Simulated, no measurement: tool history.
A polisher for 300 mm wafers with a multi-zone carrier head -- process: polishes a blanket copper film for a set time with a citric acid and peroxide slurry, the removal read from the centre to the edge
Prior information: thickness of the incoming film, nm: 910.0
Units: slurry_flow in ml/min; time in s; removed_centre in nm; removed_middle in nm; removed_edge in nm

run,day,slurry_flow,centre_zone,middle_zone,edge_zone,slurry_solids,time,removed_centre,removed_middle,removed_edge
1,0.000,190,1.00,1.00,1.00,1.00,79,142.93,139.34,141.17
2,0.125,220,1.00,1.00,1.00,1.00,79,148.83,141.25,143.32
3,0.317,220,1.00,1.00,1.00,1.00,65,121.85,115.59,118.85
4,0.371,220,1.02,1.02,1.03,1.10,69,134.49,128.00,132.13
5,0.642,225,1.05,1.05,1.06,1.20,70,142.47,134.09,136.32
6,0.979,230,1.06,1.06,1.08,1.25,73,149.90,141.74,147.01
7,1.300,235,1.08,1.08,1.10,1.30,74,156.50,147.65,150.00

Expected results for the next run?
8,1.517,240,1.09,1.09,1.11,1.35,76,?,?,?

Run 8 measured removed_centre 164.11 nm, removed_middle 152.75 nm, removed_edge 155.54 nm.
